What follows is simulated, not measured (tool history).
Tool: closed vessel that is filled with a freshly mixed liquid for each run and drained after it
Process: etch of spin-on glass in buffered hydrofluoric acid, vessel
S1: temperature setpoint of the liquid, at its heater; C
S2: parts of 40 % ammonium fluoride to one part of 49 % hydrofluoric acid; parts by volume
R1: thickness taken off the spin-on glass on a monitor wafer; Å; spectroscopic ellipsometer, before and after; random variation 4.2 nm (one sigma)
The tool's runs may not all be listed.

{"run": 1, "day": 0.0, "S1": 21.0, "S2": 8.5, "time in the liquid (s)": 105, "R1": 5643.3}
{"run": 2, "day": 0.104, "S1": 23.5, "S2": 8.5, "time in the liquid (s)": 105, "R1": 6522.2}
{"run": 3, "day": 0.242, "S1": 23.5, "S2": 9.5, "time in the liquid (s)": 105, "R1": 5869.0}
{"run": 4, "day": 0.479, "S1": 25.5, "S2": 9.5, "time in the liquid (s)": 105, "R1": 6559.4}
{"run": 5, "day": 0.833, "S1": 22.5, "S2": 9.5, "time in the liquid (s)": 105, "R1": 5583.2}
{"run": 6, "day": 0.992, "S1": 22.5, "S2": 7.5, "time in the liquid (s)": 105, "R1": 7123.9}
{"run": 7, "day": 1.1, "S1": 21.0, "S2": 7.5, "time in the liquid (s)": 105, "R1": 6453.9}

The next listed run, before its measurement:
{"run": 8, "day": 1.329, "S1": 20.0, "S2": 7.5, "time in the liquid (s)": 105, "R1": "?"}

R1: 6169.1 Å
